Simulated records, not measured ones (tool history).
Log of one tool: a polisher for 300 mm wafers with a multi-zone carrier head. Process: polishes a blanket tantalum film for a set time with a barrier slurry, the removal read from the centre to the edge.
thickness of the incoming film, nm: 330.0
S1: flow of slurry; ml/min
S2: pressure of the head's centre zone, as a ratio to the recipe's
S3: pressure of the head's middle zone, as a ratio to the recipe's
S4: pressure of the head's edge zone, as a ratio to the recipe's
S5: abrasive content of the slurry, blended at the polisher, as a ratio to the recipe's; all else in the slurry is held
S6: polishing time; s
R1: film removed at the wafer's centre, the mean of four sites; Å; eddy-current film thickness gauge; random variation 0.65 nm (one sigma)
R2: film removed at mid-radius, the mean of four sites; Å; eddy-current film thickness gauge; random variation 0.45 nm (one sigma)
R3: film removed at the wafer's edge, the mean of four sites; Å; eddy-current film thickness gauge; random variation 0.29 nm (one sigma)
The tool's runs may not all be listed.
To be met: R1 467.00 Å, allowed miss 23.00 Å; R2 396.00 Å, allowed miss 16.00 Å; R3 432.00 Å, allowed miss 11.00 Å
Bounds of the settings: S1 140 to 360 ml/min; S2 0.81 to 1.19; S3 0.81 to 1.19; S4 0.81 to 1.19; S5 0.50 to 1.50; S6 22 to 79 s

run 1 hour=0.0 | S1=230 S2=1.00 S3=1.00 S4=1.00 S5=1.00 S6=50 | R1=528.87 R2=531.82 R3=536.64
run 2 hour=6.2 | S1=225 S2=1.01 S3=0.97 S4=0.98 S5=0.90 S6=50 | R1=517.97 R2=497.00 R3=512.21
run 3 hour=9.3 | S1=220 S2=1.01 S3=0.95 S4=0.96 S5=0.85 S6=50 | R1=518.97 R2=482.26 R3=499.49
run 4 hour=16.2 | S1=220 S2=1.01 S3=0.91 S4=0.96 S5=0.85 S6=50 | R1=516.75 R2=459.00 R3=499.13
run 5 hour=17.2 | S1=215 S2=1.00 S3=0.90 S4=0.94 S5=0.80 S6=50 | R1=505.90 R2=439.38 R3=479.20
run 6 hour=18.7 | S1=215 S2=1.04 S3=0.90 S4=0.94 S5=0.80 S6=50 | R1=509.94 R2=454.75 R3=482.98
run 7 hour=22.0 | S1=210 S2=1.02 S3=0.89 S4=0.92 S5=0.80 S6=50 | R1=499.10 R2=445.30 R3=477.72
run 8 hour=27.9 | S1=210 S2=1.02 S3=0.88 S4=0.91 S5=0.75 S6=50 | R1=486.94 R2=431.76 R3=467.28
run 9 hour=30.0 | S1=210 S2=1.03 S3=0.87 S4=0.90 S5=0.75 S6=50 | R1=490.61 R2=422.97 R3=467.64
run 10 hour=38.6 | S1=190 S2=1.03 S3=0.86 S4=0.81 S5=0.60 S6=50 | R1=449.37 R2=388.37 R3=403.71
run 11 hour=45.6 | S1=195 S2=1.03 S3=0.86 S4=0.82 S5=0.60 S6=50 | R1=445.13 R2=392.79 R3=403.77

Which of these 4 next moves meets every target?
run A hour=52.6 | S1=215 S2=0.98 S3=0.81 S4=0.81 S5=0.70 S6=50 | R1=? R2=? R3=?
run B hour=52.6 | S1=220 S2=1.03 S3=0.99 S4=0.81 S5=0.50 S6=49 | R1=? R2=? R3=?
run C hour=52.6 | S1=225 S2=1.10 S3=0.88 S4=0.81 S5=0.75 S6=42 | R1=? R2=? R3=?
run D hour=52.6 | S1=200 S2=1.11 S3=0.89 S4=0.81 S5=0.50 S6=50 | R1=? R2=? R3=?

move=A R1=473.80 R2=387.23 R3=433.75
move=B R1=427.60 R2=398.03 R3=376.36
move=C R1=444.79 R2=358.35 R3=374.19
move=D R1=452.08 R2=365.98 R3=380.31
A: meets every target
B: further off than the last run
C: further off than the last run
D: further off than the last run
Move A is the one to make.
